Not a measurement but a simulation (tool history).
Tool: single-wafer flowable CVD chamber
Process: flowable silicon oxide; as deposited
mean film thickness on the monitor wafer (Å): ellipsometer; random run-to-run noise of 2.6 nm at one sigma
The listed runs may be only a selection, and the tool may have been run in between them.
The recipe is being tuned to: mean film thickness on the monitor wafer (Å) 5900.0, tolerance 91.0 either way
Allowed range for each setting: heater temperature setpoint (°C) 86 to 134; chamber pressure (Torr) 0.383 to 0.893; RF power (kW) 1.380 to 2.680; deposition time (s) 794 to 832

run	hour	heater temperature setpoint (°C)	chamber pressure (Torr)	RF power (kW)	deposition time (s)	mean film thickness on the monitor wafer (Å)
1	0.0	110	0.638	2.030	832	2610.4
2	3.2	110	0.719	2.030	832	2948.4
3	11.7	108	0.719	2.030	832	3140.1
4	18.8	108	0.719	2.030	794	3015.5
5	20.9	108	0.719	1.835	794	2952.5
6	22.5	106	0.720	1.835	794	3168.2
7	26.8	104	0.720	1.835	794	3442.0
8	35.7	102	0.720	1.835	794	3697.4
9	41.9	101	0.720	1.835	794	3838.3
10	46.3	100	0.720	1.835	794	4003.1
11	54.0	99	0.720	1.835	794	4135.6
12	58.7	98	0.720	1.835	794	4270.7
13	66.6	97	0.720	1.835	794	4442.4

Pick the move, out of 5, that brings all results within their allowed miss; only one does.
A	74.5	97	0.768	1.770	832	?
B	74.5	100	0.667	2.235	824	?
C	74.5	101	0.620	1.945	794	?
D	74.5	96	0.731	1.930	794	?
E	74.5	92	0.752	1.805	832	?

move	mean film thickness on the monitor wafer (Å)
A	4879.4
B	3976.7
C	3336.4
D	4721.3
E	5809.1
A: gains on the last run, yet a result remains outside its allowed miss
B: lands further from the targets than the last run did
C: lands further from the targets than the last run did
D: gains on the last run, yet a result remains outside its allowed miss
E: meets every target
Go with E: it meets all targets.

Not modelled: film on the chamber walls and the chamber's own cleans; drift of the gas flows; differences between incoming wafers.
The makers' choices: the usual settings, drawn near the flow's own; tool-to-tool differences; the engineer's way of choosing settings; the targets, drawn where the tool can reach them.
